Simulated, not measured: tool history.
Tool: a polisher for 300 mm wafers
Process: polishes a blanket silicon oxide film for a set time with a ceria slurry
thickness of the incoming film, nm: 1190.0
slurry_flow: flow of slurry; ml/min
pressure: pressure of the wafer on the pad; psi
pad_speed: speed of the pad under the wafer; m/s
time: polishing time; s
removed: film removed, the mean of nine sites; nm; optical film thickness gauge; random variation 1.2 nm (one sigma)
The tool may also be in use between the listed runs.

run 1 hour=0.0 | slurry_flow=290 pressure=3.6 pad_speed=0.88 time=28 | removed=140.06
run 2 hour=1.2 | slurry_flow=290 pressure=2.9 pad_speed=0.88 time=28 | removed=117.89
run 3 hour=5.9 | slurry_flow=340 pressure=2.9 pad_speed=0.88 time=28 | removed=116.91
run 4 hour=7.3 | slurry_flow=340 pressure=2.9 pad_speed=0.96 time=28 | removed=130.12
run 5 hour=14.7 | slurry_flow=340 pressure=2.6 pad_speed=0.96 time=28 | removed=116.79
run 6 hour=17.2 | slurry_flow=380 pressure=2.6 pad_speed=0.96 time=28 | removed=119.08
run 7 hour=22.4 | slurry_flow=380 pressure=2.6 pad_speed=0.96 time=28 | removed=118.24

Forecast run 8:
run 8 hour=25.1 | slurry_flow=380 pressure=2.4 pad_speed=0.96 time=28 | removed=?

Run 8 gave removed 111.53 nm.
